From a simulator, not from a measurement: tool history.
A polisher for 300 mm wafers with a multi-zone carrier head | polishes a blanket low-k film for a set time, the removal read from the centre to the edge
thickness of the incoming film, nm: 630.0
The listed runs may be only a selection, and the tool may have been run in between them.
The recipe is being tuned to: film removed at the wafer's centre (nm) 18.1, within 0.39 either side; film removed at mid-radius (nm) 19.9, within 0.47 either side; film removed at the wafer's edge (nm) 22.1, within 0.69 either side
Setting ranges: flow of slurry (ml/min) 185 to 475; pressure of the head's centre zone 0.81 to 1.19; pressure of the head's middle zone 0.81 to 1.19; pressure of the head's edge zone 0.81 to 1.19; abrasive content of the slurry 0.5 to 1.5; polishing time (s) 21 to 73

run  hour  flow of slurry (ml/min)  pressure of the head's centre zone  pressure of the head's middle zone  pressure of the head's edge zone  abrasive content of the slurry  polishing time (s)  film removed at the wafer's centre (nm)  film removed at mid-radius (nm)  film removed at the wafer's edge (nm)
  1     0                      305                                   1                                   1                                 1                               1                  47                                   16.442                           16.345                                 16.749
  2   4.4                      305                                   1                                   1                                 1                               1                  36                                   12.559                           12.521                                 12.706
  3   8.1                      305                                   1                                   1                              0.94                               1                  36                                   12.432                           12.527                                 12.448
  4  14.4                      305                                   1                                1.04                              0.94                               1                  36                                   12.497                            12.84                                 12.409
  5  15.7                      295                                0.97                                1.02                                 1                            1.15                  39                                    13.84                           14.625                                 14.813
  6  21.9                      295                                0.97                                1.02                                 1                               1                  39                                   13.161                            13.77                                 13.847
  7  27.4                      285                                0.96                                1.02                              1.04                            1.15                  41                                   14.367                            15.44                                 15.588
  8  29.4                      310                                0.95                                   1                              1.08                            1.25                  42                                   15.254                           16.089                                 16.935
  9  33.3                      300                                0.94                                0.99                               1.1                             1.3                  44                                    16.05                           17.098                                 18.235
 10  38.7                      300                                0.93                                0.99                              1.12                            1.35                  45                                   16.398                           17.444                                 18.895
 11  42.7                      310                                0.92                                0.99                              1.14                             1.4                  46                                   16.865                           18.223                                  19.93
 12    51                      315                                0.92                                0.99                              1.15                            1.45                  47                                   17.589                           18.889                                 20.675
 13  55.3                      315                                0.91                                0.99                              1.16                            1.45                  47                                   17.284                           18.877                                 20.786
 14  64.3                      315                                0.91                                0.99                              1.17                            1.45                  47                                   17.325                           18.929                                 20.921
 15  73.1                      320                                0.91                                0.99                              1.18                            1.45                  47                                   17.358                           18.825                                 21.068
 16    75                      325                                0.91                                0.99                              1.18                            1.45                  47                                   17.222                           18.939                                 21.114
 17  76.7                      340                                0.91                                0.99                              1.18                            1.45                  47                                   17.515                            18.95                                   20.9

Consider the 5 candidate settings below. Which is the only one whose results all fall within their allowed miss of target?
  A  78.4                      290                                0.91                                1.13                              1.17                             1.4                  48                                        ?                                ?                                      ?
  B  78.4                      385                                0.95                                1.14                              1.11                            1.45                  46                                        ?                                ?                                      ?
  C  78.4                      305                                0.94                                1.04                              1.09                             1.5                  47                                        ?                                ?                                      ?
  D  78.4                      375                                0.95                                1.05                              1.13                             1.5                  46                                        ?                                ?                                      ?
  E  78.4                      410                                0.89                                0.98                              1.17                            1.25                  52                                        ?                                ?                                      ?

move  film removed at the wafer's centre (nm)  film removed at mid-radius (nm)  film removed at the wafer's edge (nm)
   A                                   17.198                           21.133                                 20.861
   B                                   17.922                           21.224                                 20.109
   C                                   17.901                           19.858                                 20.292
   D                                   18.082                           19.974                                 20.526
   E                                   18.089                           20.078                                  22.25
A: pushes the last run's worst result past its target
B: pushes the last run's worst result past its target
C: the furthest-off result lands on target, but another misses its tolerance
D: the furthest-off result lands on target, but another misses its tolerance
E: each result inside its tolerance
The right move is E.
